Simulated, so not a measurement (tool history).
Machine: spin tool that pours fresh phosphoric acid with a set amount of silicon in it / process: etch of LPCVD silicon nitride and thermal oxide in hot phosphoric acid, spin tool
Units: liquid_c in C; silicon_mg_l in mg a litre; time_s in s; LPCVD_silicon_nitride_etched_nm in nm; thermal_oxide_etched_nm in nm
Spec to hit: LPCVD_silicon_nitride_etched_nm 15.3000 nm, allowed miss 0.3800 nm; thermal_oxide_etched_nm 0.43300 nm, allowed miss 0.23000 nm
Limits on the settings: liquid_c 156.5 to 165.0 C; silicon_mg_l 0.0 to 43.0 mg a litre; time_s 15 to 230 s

run	hour	liquid_c	silicon_mg_l	time_s	LPCVD_silicon_nitride_etched_nm	thermal_oxide_etched_nm
1	0.0	160.0	19.0	120	9.2562	0.14263
2	5.2	161.0	15.0	135	10.6690	0.20528
3	13.0	161.0	15.0	100	7.9600	0.19204
4	20.2	162.0	14.0	120	9.9977	0.22760
5	24.8	163.0	12.5	130	11.1190	0.19477
6	29.2	164.0	12.5	130	11.3610	0.30868
7	31.9	164.5	11.5	140	12.5100	0.26250
8	34.3	164.5	8.0	145	13.0460	0.38650
9	42.2	164.5	8.0	150	13.6650	0.45108
10	47.3	164.5	9.0	155	13.8820	0.42582
11	51.0	164.5	9.5	160	14.3950	0.32634
12	51.5	164.5	8.5	160	14.4520	0.29089
13	56.8	164.5	6.0	160	14.3910	0.35624
# hour 64.8: heated supply line repaired
14	64.8	164.5	4.5	160	15.8300	0.54453

5 next moves are on the table. One of them brings every result within its allowed miss. Which?
A	72.8	163.0	29.5	170	?	?
B	72.8	165.0	6.5	160	?	?
C	72.8	163.5	5.0	175	?	?
D	72.8	165.0	2.5	160	?	?
E	72.8	165.0	11.0	150	?	?

move	LPCVD_silicon_nitride_etched_nm	thermal_oxide_etched_nm
A	16.1880	0.20983
B	16.2750	0.43444
C	16.9420	0.43928
D	16.2750	0.47027
E	15.2570	0.36950
A: further off than the last run
B: further off than the last run
C: further off than the last run
D: further off than the last run
E: meets every target
Answer: E
